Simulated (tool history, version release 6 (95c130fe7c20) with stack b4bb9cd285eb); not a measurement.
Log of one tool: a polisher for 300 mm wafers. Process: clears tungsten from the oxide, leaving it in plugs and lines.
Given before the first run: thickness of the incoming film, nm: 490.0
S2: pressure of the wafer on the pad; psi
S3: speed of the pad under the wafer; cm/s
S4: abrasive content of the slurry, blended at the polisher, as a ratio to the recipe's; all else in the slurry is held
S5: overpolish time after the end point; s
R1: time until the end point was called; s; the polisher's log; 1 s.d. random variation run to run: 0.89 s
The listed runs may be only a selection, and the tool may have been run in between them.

{"run": 1, "day": 0.0, "flow of slurry (ml/min)": 295, "S2": 4.4, "S3": 114, "S4": 1, "S5": 8, "R1": 87.168}
{"run": 2, "day": 0.333, "flow of slurry (ml/min)": 295, "S2": 4.4, "S3": 114, "S4": 1, "S5": 8, "R1": 88.377}
{"run": 3, "day": 0.588, "flow of slurry (ml/min)": 295, "S2": 3.7, "S3": 114, "S4": 1, "S5": 8, "R1": 102.52}
{"run": 4, "day": 0.946, "flow of slurry (ml/min)": 295, "S2": 3.7, "S3": 96, "S4": 1, "S5": 8, "R1": 119.28}
{"run": 5, "day": 1.012, "flow of slurry (ml/min)": 295, "S2": 4, "S3": 98, "S4": 1, "S5": 8, "R1": 109.15}
{"run": 6, "day": 1.321, "flow of slurry (ml/min)": 295, "S2": 4, "S3": 98, "S4": 1, "S5": 8, "R1": 109.36}
{"run": 7, "day": 1.475, "flow of slurry (ml/min)": 295, "S2": 4.3, "S3": 98, "S4": 1, "S5": 8, "R1": 103.22}

For run 8, what comes out?
{"day": 1.538, "done": "slurry blender recalibrated"}
{"run": 8, "day": 1.538, "flow of slurry (ml/min)": 295, "S2": 4.5, "S3": 100, "S4": 1, "S5": 8, "R1": "?"}

Logged for run 8: R1 83.984 s.
